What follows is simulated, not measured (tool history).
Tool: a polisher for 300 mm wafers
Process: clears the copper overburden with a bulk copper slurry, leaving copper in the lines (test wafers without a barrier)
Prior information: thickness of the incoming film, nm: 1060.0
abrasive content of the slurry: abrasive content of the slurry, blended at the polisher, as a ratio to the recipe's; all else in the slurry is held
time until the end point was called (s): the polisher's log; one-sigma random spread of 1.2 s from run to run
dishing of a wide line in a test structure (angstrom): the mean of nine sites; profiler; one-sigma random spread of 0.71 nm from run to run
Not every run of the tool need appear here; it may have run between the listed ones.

run	hour	flow of slurry (ml/min)	pressure of the wafer on the pad (kPa)	speed of the pad under the wafer (cm/s)	abrasive content of the slurry	overpolish time after the end point (s)	time until the end point was called (s)	dishing of a wide line in a test structure (angstrom)
1	0	210	22.1	142	1	12	77.984	731
2	3.8	210	21.4	142	1	11	81.791	689.35
3	7.1	210	20.7	144	1	10	84.504	656.9
4	13.9	215	20.7	144	1	9	83.204	597.85
5	18	215	24.1	144	1	9	70.089	664.57
6	23.2	215	18.6	144	1	9	92.336	567.6
7	26.2	220	18.6	144	1	8	92.352	519.79

Run 8 is up next; what results do you expect?
8	28.4	225	18.6	144	1	8	?	?

{"run 8": {"time until the end point was called (s)": 90.752, "dishing of a wide line in a test structure (angstrom)": 502.98}}
